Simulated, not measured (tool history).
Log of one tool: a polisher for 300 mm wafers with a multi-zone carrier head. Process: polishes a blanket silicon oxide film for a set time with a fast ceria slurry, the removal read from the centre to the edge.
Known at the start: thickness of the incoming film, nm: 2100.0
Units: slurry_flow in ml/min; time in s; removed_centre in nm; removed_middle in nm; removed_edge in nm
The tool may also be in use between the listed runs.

run 1 day=0.000 | slurry_flow=205 centre_zone=1.00 middle_zone=1.00 edge_zone=1.00 time=45 | removed_centre=741.35 removed_middle=708.62 removed_edge=729.98
run 2 day=0.104 | slurry_flow=205 centre_zone=1.04 middle_zone=1.00 edge_zone=1.00 time=45 | removed_centre=749.63 removed_middle=724.00 removed_edge=720.66
run 3 day=0.467 | slurry_flow=210 centre_zone=1.04 middle_zone=1.00 edge_zone=1.01 time=46 | removed_centre=760.66 removed_middle=748.51 removed_edge=734.60
run 4 day=0.596 | slurry_flow=210 centre_zone=1.04 middle_zone=0.99 edge_zone=1.01 time=47 | removed_centre=776.56 removed_middle=764.83 removed_edge=757.26
run 5 day=0.692 | slurry_flow=210 centre_zone=1.04 middle_zone=0.98 edge_zone=1.01 time=48 | removed_centre=815.92 removed_middle=756.06 removed_edge=773.45
run 6 day=1.017 | slurry_flow=210 centre_zone=1.04 middle_zone=0.98 edge_zone=1.01 time=52 | removed_centre=864.93 removed_middle=826.26 removed_edge=824.26
run 7 day=1.329 | slurry_flow=210 centre_zone=1.04 middle_zone=0.98 edge_zone=1.02 time=52 | removed_centre=879.55 removed_middle=809.75 removed_edge=833.22

Run 8 comes next. What will it give?
run 8 day=1.604 | slurry_flow=235 centre_zone=0.99 middle_zone=1.03 edge_zone=1.11 time=54 | removed_centre=? removed_middle=? removed_edge=?

removed_centre: 883.13 nm
removed_middle: 906.56 nm
removed_edge: 921.00 nm

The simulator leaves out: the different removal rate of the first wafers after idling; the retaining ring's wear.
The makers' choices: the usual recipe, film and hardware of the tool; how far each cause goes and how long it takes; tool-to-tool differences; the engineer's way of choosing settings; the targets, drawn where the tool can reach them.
